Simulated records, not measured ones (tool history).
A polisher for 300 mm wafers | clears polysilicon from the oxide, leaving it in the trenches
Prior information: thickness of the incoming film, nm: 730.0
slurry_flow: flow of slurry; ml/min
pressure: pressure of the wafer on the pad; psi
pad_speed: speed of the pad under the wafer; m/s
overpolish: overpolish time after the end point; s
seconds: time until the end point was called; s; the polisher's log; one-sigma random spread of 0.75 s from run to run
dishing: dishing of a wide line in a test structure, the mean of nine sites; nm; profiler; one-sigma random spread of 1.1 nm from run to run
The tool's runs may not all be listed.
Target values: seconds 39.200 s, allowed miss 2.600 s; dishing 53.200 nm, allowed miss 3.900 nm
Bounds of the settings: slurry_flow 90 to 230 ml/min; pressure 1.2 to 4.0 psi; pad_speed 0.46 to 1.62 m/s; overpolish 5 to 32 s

run,hour,slurry_flow,pressure,pad_speed,overpolish,seconds,dishing
1,0.0,150,2.6,1.04,16,59.653,51.410
2,0.7,150,2.6,1.04,13,59.106,48.973
3,8.6,150,2.9,1.06,14,51.773,52.796
4,12.7,150,3.0,1.08,12,51.440,51.660
5,20.1,150,3.2,1.12,10,45.634,49.978
6,24.2,150,3.2,1.12,14,45.543,52.394
7,30.2,150,3.3,1.14,14,43.367,53.904
8,38.9,150,3.4,1.14,13,42.111,54.088

4 candidate next runs follow, results not yet known. Just one meets every target within its allowed miss. Identify it.
A,47.6,165,2.8,1.16,14,?,?
B,47.6,150,3.2,1.02,19,?,?
C,47.6,180,3.2,1.26,16,?,?
D,47.6,130,3.3,1.10,14,?,?

move,seconds,dishing
A,49.062,54.505
B,48.808,55.092
C,39.681,55.121
D,45.662,54.708
A: further off than the last run
B: further off than the last run
C: meets every target
D: further off than the last run
The move that meets every target is C.
